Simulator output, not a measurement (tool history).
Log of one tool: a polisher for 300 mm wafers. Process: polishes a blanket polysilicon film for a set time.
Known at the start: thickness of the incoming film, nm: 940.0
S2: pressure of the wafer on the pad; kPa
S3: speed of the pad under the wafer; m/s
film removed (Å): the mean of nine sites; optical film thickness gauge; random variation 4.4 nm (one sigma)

run 1 hour=0.0 | flow_of_slurry_(ml/min)=145 S2=15.2 S3=0.84 polishing_time_(s)=90 | film_removed_(Å)=4946.6
run 2 hour=5.1 | flow_of_slurry_(ml/min)=145 S2=15.2 S3=0.84 polishing_time_(s)=90 | film_removed_(Å)=4966.8
run 3 hour=13.6 | flow_of_slurry_(ml/min)=130 S2=15.2 S3=0.84 polishing_time_(s)=90 | film_removed_(Å)=4813.3
run 4 hour=16.4 | flow_of_slurry_(ml/min)=130 S2=15.2 S3=0.94 polishing_time_(s)=90 | film_removed_(Å)=5391.1
run 5 hour=24.7 | flow_of_slurry_(ml/min)=130 S2=17.9 S3=0.94 polishing_time_(s)=90 | film_removed_(Å)=6291.6
run 6 hour=28.1 | flow_of_slurry_(ml/min)=130 S2=17.9 S3=0.94 polishing_time_(s)=94 | film_removed_(Å)=6562.2
run 7 hour=30.6 | flow_of_slurry_(ml/min)=135 S2=17.9 S3=0.94 polishing_time_(s)=94 | film_removed_(Å)=6614.1

The next listed run, before its measurement:
run 8 hour=38.4 | flow_of_slurry_(ml/min)=140 S2=17.9 S3=0.94 polishing_time_(s)=94 | film_removed_(Å)=?

{"run 8": {"film removed (Å)": 6558.4}}

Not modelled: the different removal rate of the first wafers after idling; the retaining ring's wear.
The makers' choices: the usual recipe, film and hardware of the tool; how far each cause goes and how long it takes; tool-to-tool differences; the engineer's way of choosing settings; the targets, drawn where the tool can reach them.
